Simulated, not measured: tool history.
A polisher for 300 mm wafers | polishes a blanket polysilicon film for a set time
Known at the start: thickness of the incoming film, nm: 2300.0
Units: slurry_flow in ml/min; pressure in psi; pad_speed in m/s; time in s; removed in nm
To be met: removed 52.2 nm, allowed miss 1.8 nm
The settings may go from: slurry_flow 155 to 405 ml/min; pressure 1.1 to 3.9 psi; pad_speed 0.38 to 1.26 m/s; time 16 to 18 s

run,hour,slurry_flow,pressure,pad_speed,time,removed
1,0,260,2.5,0.82,18,103.84
2,5.5,300,2.5,0.82,18,106.07
3,7.2,295,2.1,0.8,18,86.55
4,16,295,1.5,0.8,18,63.296
5,24.2,295,1.5,0.8,18,63.699
6,29.4,290,1.4,0.8,18,59.565
7,35.7,280,1.3,0.8,18,54.19
8,40.7,275,1.3,0.8,18,55.006
9,47.9,270,1.3,0.8,18,54.499
10,53,265,1.3,0.8,18,53.778
11,60,260,1.2,0.8,18,49.994

Which of these 4 next moves meets every target?
A,67,275,1.1,0.9,17,?
B,67,300,1.3,0.82,18,?
C,67,300,1.2,0.94,16,?
D,67,175,1.1,0.9,17,?

move,removed
A,48.785
B,56.207
C,52.217
D,45.793
A: further off than the last run
B: takes the result that was furthest off past its target
C: meets every target
D: further off than the last run
The right move is C.

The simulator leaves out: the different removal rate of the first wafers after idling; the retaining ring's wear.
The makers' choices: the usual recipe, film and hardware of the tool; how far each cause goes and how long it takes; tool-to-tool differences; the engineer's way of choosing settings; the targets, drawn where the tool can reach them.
